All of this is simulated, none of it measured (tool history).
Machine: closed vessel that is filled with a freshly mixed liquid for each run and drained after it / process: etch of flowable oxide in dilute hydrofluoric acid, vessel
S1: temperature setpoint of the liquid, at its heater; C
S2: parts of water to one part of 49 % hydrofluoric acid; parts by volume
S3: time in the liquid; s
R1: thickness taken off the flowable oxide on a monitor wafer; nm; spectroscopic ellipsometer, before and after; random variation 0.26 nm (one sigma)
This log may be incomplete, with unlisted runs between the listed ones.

Run 1, hour 0: S1 25 C, S2 235 parts by volume, S3 160 s. Result: R1 17.643 nm.
Run 2, hour 1.4: S1 25 C, S2 235 parts by volume, S3 175 s. Result: R1 19.186 nm.
Run 3, hour 3.4: S1 28.5 C, S2 235 parts by volume, S3 175 s. Result: R1 21.893 nm.
Run 4, hour 9.6: S1 30 C, S2 210 parts by volume, S3 175 s. Result: R1 26.218 nm.
Run 5, hour 13.5: S1 30 C, S2 210 parts by volume, S3 160 s. Result: R1 24.25 nm.
Run 6, hour 20.9: S1 31 C, S2 190 parts by volume, S3 160 s. Result: R1 28.751 nm.
Run 7, hour 26.8: S1 31 C, S2 190 parts by volume, S3 160 s. Result: R1 28.278 nm.
Run 8, hour 32.7: S1 31.5 C, S2 180 parts by volume, S3 160 s. Result: R1 30.676 nm.

The next listed run, before its measurement:
Run 9, hour 40.9: S1 32 C, S2 170 parts by volume, S3 160 s. Result: R1 ?.

Logged for run 9: R1 33.598 nm.

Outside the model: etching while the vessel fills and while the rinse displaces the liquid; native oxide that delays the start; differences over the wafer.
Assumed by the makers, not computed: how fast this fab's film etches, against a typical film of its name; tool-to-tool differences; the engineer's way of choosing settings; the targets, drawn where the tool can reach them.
